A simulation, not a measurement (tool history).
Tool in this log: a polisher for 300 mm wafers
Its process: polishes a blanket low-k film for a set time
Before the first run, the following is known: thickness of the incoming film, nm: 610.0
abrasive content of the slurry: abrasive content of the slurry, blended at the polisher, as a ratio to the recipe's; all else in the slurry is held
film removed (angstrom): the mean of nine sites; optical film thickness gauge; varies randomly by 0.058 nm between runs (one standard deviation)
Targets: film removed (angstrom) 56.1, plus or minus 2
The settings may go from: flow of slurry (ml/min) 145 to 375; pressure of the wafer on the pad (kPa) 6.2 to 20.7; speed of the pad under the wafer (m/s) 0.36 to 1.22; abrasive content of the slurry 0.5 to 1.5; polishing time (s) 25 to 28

run	hour	flow of slurry (ml/min)	pressure of the wafer on the pad (kPa)	speed of the pad under the wafer (m/s)	abrasive content of the slurry	polishing time (s)	film removed (angstrom)
1	0	240	13.1	0.78	1	28	82.877
2	3.1	240	13.1	0.78	1	25	73.809
3	9.8	240	12.4	0.78	1	25	69.131
4	15.1	290	12.4	0.78	1	25	72.317
# hour 17: head pressure recalibrated
5	17	290	10.3	0.78	1	25	66.174
6	18.7	290	12.4	0.78	1	25	78.914
7	22.1	285	8.3	0.76	1	25	51.46
8	30.5	295	8.3	0.76	1	25	52.393

Next run, 4 choices. One meets every target within its allowed miss, the rest don't. Which?
A	38.9	210	7.6	1	0.95	25	?
B	38.9	180	8.3	0.78	1	25	?
C	38.9	305	7.6	0.76	1	27	?
D	38.9	310	7.6	0.8	0.95	26	?

move	film removed (angstrom)
A	55.761
B	49.783
C	51.857
D	50.733
A: each result inside its tolerance
B: its largest miss is bigger than the last run's
C: its largest miss is bigger than the last run's
D: its largest miss is bigger than the last run's
The right move is A.
